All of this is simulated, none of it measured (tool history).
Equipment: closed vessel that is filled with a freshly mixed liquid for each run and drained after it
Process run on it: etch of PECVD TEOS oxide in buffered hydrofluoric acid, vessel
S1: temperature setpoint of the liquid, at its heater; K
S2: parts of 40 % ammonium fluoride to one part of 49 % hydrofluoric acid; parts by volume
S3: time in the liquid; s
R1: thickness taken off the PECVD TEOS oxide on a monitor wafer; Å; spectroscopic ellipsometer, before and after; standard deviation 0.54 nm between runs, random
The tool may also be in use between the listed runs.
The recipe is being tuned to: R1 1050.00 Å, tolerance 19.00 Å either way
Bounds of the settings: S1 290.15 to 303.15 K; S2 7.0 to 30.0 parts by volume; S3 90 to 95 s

run 1 hour=0.0 | S1=295.15 S2=20.0 S3=90 | R1=738.60
run 2 hour=8.4 | S1=296.65 S2=20.0 S3=90 | R1=804.29
run 3 hour=12.3 | S1=297.65 S2=20.0 S3=90 | R1=843.02
run 4 hour=20.2 | S1=298.65 S2=20.0 S3=90 | R1=900.04
run 5 hour=25.6 | S1=295.15 S2=20.0 S3=90 | R1=735.24
run 6 hour=30.2 | S1=295.15 S2=25.5 S3=90 | R1=623.70
run 7 hour=33.3 | S1=296.65 S2=25.0 S3=90 | R1=687.95
run 8 hour=40.1 | S1=298.15 S2=24.5 S3=90 | R1=753.69
run 9 hour=47.4 | S1=299.15 S2=24.0 S3=90 | R1=808.27
run 10 hour=49.3 | S1=300.15 S2=23.5 S3=90 | R1=872.32
run 11 hour=53.9 | S1=300.65 S2=23.5 S3=90 | R1=889.71

4 candidate next runs follow, results not yet known. Just one meets every target within its allowed miss. Identify it.
run A hour=58.5 | S1=299.15 S2=18.5 S3=95 | R1=?
run B hour=58.5 | S1=302.15 S2=23.5 S3=90 | R1=?
run C hour=58.5 | S1=302.65 S2=25.5 S3=90 | R1=?
run D hour=58.5 | S1=297.65 S2=23.5 S3=95 | R1=?

move=A R1=1048.90
move=B R1=967.72
move=C R1=939.83
move=D R1=801.34
A: in spec on every target
B: an improvement on the last run, though not all results are within tolerance
C: an improvement on the last run, though not all results are within tolerance
D: misses by more than the last run did
The right move is A.
